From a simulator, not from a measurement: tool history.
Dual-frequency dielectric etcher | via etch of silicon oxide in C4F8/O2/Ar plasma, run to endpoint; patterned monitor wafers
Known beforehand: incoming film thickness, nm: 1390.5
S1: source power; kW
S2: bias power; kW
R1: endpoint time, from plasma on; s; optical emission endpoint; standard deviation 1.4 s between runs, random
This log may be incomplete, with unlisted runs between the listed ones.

{"run": 1, "day": 0.0, "S1": 1.99, "S2": 2.829, "R1": 262.78}
{"run": 2, "day": 0.292, "S1": 1.77, "S2": 2.829, "R1": 271.66}
{"run": 3, "day": 0.408, "S1": 1.92, "S2": 2.895, "R1": 262.02}
{"run": 4, "day": 0.521, "S1": 2.03, "S2": 2.933, "R1": 254.65}
{"run": 5, "day": 0.654, "S1": 2.2, "S2": 2.933, "R1": 250.83}
{"run": 6, "day": 1.029, "S1": 2.27, "S2": 2.966, "R1": 244.04}
{"run": 7, "day": 1.067, "S1": 2.31, "S2": 2.979, "R1": 244.03}
{"run": 8, "day": 1.362, "S1": 2.35, "S2": 2.996, "R1": 242.6}

For run 9, what comes out?
{"run": 9, "day": 1.608, "S1": 2.39, "S2": 3.013, "R1": "?"}

Run 9 gave R1 241.58 s.
